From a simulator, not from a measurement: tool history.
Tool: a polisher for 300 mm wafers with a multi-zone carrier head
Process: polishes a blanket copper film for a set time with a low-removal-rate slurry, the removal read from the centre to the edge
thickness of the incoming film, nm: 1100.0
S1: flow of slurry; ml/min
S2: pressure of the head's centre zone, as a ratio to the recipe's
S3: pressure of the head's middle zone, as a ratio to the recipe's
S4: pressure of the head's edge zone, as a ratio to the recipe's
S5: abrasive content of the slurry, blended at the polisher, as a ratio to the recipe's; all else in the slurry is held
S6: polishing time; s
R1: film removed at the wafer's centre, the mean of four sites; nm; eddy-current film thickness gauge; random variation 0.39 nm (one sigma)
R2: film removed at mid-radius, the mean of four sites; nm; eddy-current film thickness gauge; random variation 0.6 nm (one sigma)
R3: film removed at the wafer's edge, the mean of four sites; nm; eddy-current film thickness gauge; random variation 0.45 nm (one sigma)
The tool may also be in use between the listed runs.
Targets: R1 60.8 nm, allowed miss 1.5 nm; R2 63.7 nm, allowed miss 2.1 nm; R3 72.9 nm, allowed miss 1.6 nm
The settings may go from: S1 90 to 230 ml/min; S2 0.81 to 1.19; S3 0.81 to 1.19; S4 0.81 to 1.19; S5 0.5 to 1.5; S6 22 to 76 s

run  hour   S1    S2    S3    S4    S5  S6      R1      R2      R3
  1     0  150     1     1     1     1  49  115.02  105.38  110.45
  2   4.8  165     1     1     1     1  49  118.32  106.46   112.4
  3  13.3  165  1.06     1     1     1  49  126.71  107.47   112.3
  4  21.5  150  1.01  0.98  0.99   0.9  46  106.42  94.699  99.951
  5    30  140  0.97  0.96  0.99   0.8  45  96.005  85.888  92.497
  6  31.4  140  0.97  0.96  0.99   0.9  45  97.763  88.945  96.401
  7  32.4  140  0.97  0.96  0.99   0.9  45  99.638  88.829  96.418
  8  36.4  130  0.93  0.96  1.01   0.8  43  85.977  81.001  89.142
  9  43.3  130  0.93  0.96  1.01   0.8  43  84.133  80.895  88.848
 10  47.7  125   0.9  0.95  1.01  0.75  43  79.712  78.654  86.699
 11    52  120  0.88  0.94  1.01   0.7  43  75.113  75.616  83.629
 12  55.6  120  0.88  0.94  1.01   0.7  43  74.518  74.883  83.331
 13  57.4   90  0.81  0.89  0.97   0.5  40   50.95  54.112   64.05
 14    64  130  0.82  0.91  1.01   0.5  40  59.107  60.833  70.219
 15  68.8  130  0.82  0.91  1.02   0.5  40  58.437  60.784   69.67
 16  71.9  135  0.82  0.91  1.03   0.5  40   59.72  62.287  70.421

5 next moves are on the table. One of them brings every result within its allowed miss. Which?
  A    75  100  0.85  0.96  1.06  0.5  43   ?   ?   ?
  B    75  130  0.88   0.9  1.06  0.5  40   ?   ?   ?
  C    75  170  0.81  0.96  1.01  0.5  38   ?   ?   ?
  D    75  170  0.82  0.96  1.04  0.9  30   ?   ?   ?
  E    75  155  0.83  0.94     1  0.5  37   ?   ?   ?

move      R1      R2      R3
   A  59.926  63.266  72.824
   B  62.989   60.22  71.494
   C  58.785  63.982  69.078
   D  57.591  61.911  67.811
   E  57.484  60.121   66.09
A: meets every target
B: brings the result that was furthest off to its target, and leaves another outside
C: further off than the last run
D: further off than the last run
E: further off than the last run
The right move is A.
